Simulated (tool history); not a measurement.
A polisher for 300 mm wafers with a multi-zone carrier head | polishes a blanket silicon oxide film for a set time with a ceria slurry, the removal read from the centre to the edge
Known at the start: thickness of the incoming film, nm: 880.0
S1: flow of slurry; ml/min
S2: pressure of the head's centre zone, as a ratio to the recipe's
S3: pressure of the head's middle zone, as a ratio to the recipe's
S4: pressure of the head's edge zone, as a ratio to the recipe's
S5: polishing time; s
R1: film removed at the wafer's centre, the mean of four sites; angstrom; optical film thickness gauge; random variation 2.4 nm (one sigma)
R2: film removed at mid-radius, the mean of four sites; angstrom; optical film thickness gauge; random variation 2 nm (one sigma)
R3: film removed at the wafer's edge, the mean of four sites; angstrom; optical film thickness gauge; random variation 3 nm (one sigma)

{"run": 1, "hour": 0.0, "S1": 170, "S2": 1, "S3": 1, "S4": 1, "S5": 59, "R1": 2800.4, "R2": 2677.6, "R3": 2750.4}
{"run": 2, "hour": 5.0, "S1": 160, "S2": 0.99, "S3": 0.96, "S4": 0.97, "S5": 58, "R1": 2713.2, "R2": 2521.5, "R3": 2591.6}
{"run": 3, "hour": 10.9, "S1": 150, "S2": 0.98, "S3": 0.92, "S4": 0.97, "S5": 57, "R1": 2610.6, "R2": 2399.5, "R3": 2555.2}
{"run": 4, "hour": 16.0, "S1": 175, "S2": 0.98, "S3": 0.92, "S4": 0.97, "S5": 57, "R1": 2657.8, "R2": 2438.4, "R3": 2606.6}
{"run": 5, "hour": 18.0, "S1": 165, "S2": 0.97, "S3": 0.89, "S4": 0.96, "S5": 56, "R1": 2578.8, "R2": 2361.2, "R3": 2549.8}
{"run": 6, "hour": 19.7, "S1": 155, "S2": 0.97, "S3": 0.87, "S4": 0.95, "S5": 55, "R1": 2533.2, "R2": 2227.8, "R3": 2401.2}
{"run": 7, "hour": 25.9, "S1": 155, "S2": 0.97, "S3": 0.87, "S4": 0.95, "S5": 55, "R1": 2504, "R2": 2221.2, "R3": 2470.7}

Run 8 comes next. What will it give?
{"run": 8, "hour": 32.1, "S1": 150, "S2": 0.97, "S3": 0.86, "S4": 0.94, "S5": 55, "R1": "?", "R2": "?", "R3": "?"}

{"run 8": {"R1": 2492.8, "R2": 2165.2, "R3": 2384.9}}
